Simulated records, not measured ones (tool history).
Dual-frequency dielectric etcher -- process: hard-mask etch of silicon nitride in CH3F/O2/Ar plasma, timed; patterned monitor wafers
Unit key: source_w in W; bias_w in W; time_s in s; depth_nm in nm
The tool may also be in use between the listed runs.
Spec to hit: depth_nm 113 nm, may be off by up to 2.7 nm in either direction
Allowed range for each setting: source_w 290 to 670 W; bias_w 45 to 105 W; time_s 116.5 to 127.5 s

run	hour	source_w	bias_w	time_s	depth_nm
1	0	480	75	127.5	92.789
2	1.2	450	75	127.5	90.353
3	3.4	510	79	127.5	97.587
4	5.3	550	80	127.5	100.03
5	11.4	550	80	127.5	101.52
6	14	580	81	127.5	104.57
7	15	580	81	127.5	103.44
8	19.9	600	83	127.5	106.51
9	25.1	620	84	127.5	109.92
10	27.6	630	84	127.5	109.01
11	36.5	630	84	127.5	109.47
12	39.8	640	84	127.5	109.36

Below are 4 possible settings for the next run. Only one of them brings all results inside the allowed miss of their targets. Which is it?
A	43.1	600	86	124.5	?
B	43.1	600	84	125.5	?
C	43.1	670	86	127.5	?
D	43.1	640	86	124	?

move	depth_nm
A	106.59
B	106.29
C	114.08
D	108.94
A: its largest miss is bigger than the last run's
B: its largest miss is bigger than the last run's
C: each result inside its tolerance
D: its largest miss is bigger than the last run's
Answer: C
